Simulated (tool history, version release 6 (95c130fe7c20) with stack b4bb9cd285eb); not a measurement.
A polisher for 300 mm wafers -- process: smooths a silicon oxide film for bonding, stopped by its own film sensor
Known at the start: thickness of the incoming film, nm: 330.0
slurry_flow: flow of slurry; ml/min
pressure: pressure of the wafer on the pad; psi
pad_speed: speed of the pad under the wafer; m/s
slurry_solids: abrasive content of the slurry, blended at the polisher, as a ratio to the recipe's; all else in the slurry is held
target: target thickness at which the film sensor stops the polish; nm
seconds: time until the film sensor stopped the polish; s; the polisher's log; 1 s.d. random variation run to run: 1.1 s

Run 1, hour 0: slurry_flow 200 ml/min, pressure 2.2 psi, pad_speed 1.1 m/s, slurry_solids 1, target 292 nm. Result: seconds 54.831 s.
Run 2, hour 4.9: slurry_flow 200 ml/min, pressure 2.1 psi, pad_speed 1.1 m/s, slurry_solids 1, target 292 nm. Result: seconds 58.233 s.
Run 3, hour 10.3: slurry_flow 200 ml/min, pressure 2.1 psi, pad_speed 1.1 m/s, slurry_solids 1.15, target 292 nm. Result: seconds 52.076 s.
Run 4, hour 13.3: slurry_flow 200 ml/min, pressure 2.1 psi, pad_speed 0.88 m/s, slurry_solids 1.15, target 292 nm. Result: seconds 63.576 s.
At hour 17.7: slurry blender recalibrated.
Run 5, hour 17.7: slurry_flow 200 ml/min, pressure 2 psi, pad_speed 0.88 m/s, slurry_solids 1.15, target 292 nm. Result: seconds 52.324 s.
Run 6, hour 20.7: slurry_flow 200 ml/min, pressure 2 psi, pad_speed 1 m/s, slurry_solids 1.15, target 292 nm. Result: seconds 46.628 s.
Run 7, hour 29.1: slurry_flow 200 ml/min, pressure 2.1 psi, pad_speed 1 m/s, slurry_solids 1.15, target 292 nm. Result: seconds 43.84 s.
Run 8, hour 34.7: slurry_flow 200 ml/min, pressure 1.9 psi, pad_speed 1 m/s, slurry_solids 1.15, target 292 nm. Result: seconds 48.904 s.

Predict the results of run 9:
Run 9, hour 40.7: slurry_flow 200 ml/min, pressure 2 psi, pad_speed 0.92 m/s, slurry_solids 1.15, target 292 nm. Result: seconds ?.

seconds: 51.04 s
